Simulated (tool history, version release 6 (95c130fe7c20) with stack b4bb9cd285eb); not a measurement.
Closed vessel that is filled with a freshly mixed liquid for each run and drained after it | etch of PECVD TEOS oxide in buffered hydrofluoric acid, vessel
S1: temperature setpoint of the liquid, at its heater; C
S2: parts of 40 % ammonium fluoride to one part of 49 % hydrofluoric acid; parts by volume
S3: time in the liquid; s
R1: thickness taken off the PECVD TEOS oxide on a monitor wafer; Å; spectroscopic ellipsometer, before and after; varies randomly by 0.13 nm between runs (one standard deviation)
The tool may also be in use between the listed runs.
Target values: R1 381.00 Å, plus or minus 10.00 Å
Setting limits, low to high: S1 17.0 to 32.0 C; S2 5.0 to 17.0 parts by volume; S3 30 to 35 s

run 1 hour=0.0 | S1=24.0 S2=10.5 S3=35 | R1=681.47
run 2 hour=5.1 | S1=24.0 S2=8.0 S3=35 | R1=875.47
run 3 hour=9.8 | S1=24.0 S2=8.0 S3=35 | R1=870.41
run 4 hour=12.2 | S1=24.0 S2=7.0 S3=35 | R1=1005.50
run 5 hour=18.5 | S1=24.0 S2=5.5 S3=35 | R1=1239.80
run 6 hour=26.3 | S1=24.0 S2=5.0 S3=35 | R1=1341.20
run 7 hour=30.8 | S1=22.0 S2=6.5 S3=35 | R1=959.34
run 8 hour=35.2 | S1=20.5 S2=8.0 S3=35 | R1=718.37
run 9 hour=41.0 | S1=19.5 S2=9.0 S3=35 | R1=598.26
run 10 hour=47.8 | S1=19.0 S2=9.5 S3=35 | R1=560.54
run 11 hour=49.4 | S1=18.5 S2=10.0 S3=35 | R1=529.87
run 12 hour=51.0 | S1=18.0 S2=10.5 S3=35 | R1=490.00
run 13 hour=58.3 | S1=17.5 S2=11.0 S3=35 | R1=454.26
run 14 hour=62.7 | S1=17.5 S2=11.5 S3=35 | R1=432.69

Which one of the following 5 next-run settings gets every result inside its allowed miss? There is exactly one.
run A hour=67.1 | S1=17.5 S2=10.5 S3=30 | R1=?
run B hour=67.1 | S1=17.5 S2=12.0 S3=30 | R1=?
run C hour=67.1 | S1=19.5 S2=13.5 S3=35 | R1=?
run D hour=67.1 | S1=17.0 S2=11.5 S3=30 | R1=?
run E hour=67.1 | S1=18.5 S2=12.0 S3=30 | R1=?

move=A R1=407.83
move=B R1=357.96
move=C R1=416.68
move=D R1=362.68
move=E R1=378.87
A: nearer than the last run, and not there yet
B: takes the result that was furthest off past its target
C: nearer than the last run, and not there yet
D: takes the result that was furthest off past its target
E: all results land within tolerance of their targets
Correct choice: E, which meets every target
